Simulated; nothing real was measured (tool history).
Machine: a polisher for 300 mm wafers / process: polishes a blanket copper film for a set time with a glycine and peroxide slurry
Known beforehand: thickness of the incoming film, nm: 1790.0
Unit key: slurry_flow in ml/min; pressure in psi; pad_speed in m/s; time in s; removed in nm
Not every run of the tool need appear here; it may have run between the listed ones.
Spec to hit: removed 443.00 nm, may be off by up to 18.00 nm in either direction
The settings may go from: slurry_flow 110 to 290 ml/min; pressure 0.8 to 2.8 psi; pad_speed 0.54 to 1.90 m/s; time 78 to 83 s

run	day	slurry_flow	pressure	pad_speed	time	removed
1	0.000	185	1.8	1.22	78	332.55
2	0.050	185	1.9	1.22	78	344.48
3	0.358	230	1.9	1.22	78	354.95
4	0.521	230	2.0	1.22	78	371.78
5	0.600	230	2.1	1.22	78	386.51
6	0.883	230	2.2	1.22	78	383.23
7	1.258	230	2.2	1.22	78	393.18
8	1.329	230	2.3	1.22	78	396.88
9	1.438	230	2.4	1.22	78	421.90

Pick the move, out of 5, that brings all results within their allowed miss; only one does.
A	1.546	250	2.4	1.14	78	?
B	1.546	220	2.4	1.38	83	?
C	1.546	220	2.4	1.08	78	?
D	1.546	290	2.6	1.24	82	?
E	1.546	200	2.8	1.18	78	?

move	removed
A	401.19
B	483.19
C	381.50
D	481.63
E	450.57
A: the biggest miss grows against the last run
B: carries the result that was furthest off beyond its target, to the other side
C: the biggest miss grows against the last run
D: carries the result that was furthest off beyond its target, to the other side
E: all results land within tolerance of their targets
The move that meets every target is E.

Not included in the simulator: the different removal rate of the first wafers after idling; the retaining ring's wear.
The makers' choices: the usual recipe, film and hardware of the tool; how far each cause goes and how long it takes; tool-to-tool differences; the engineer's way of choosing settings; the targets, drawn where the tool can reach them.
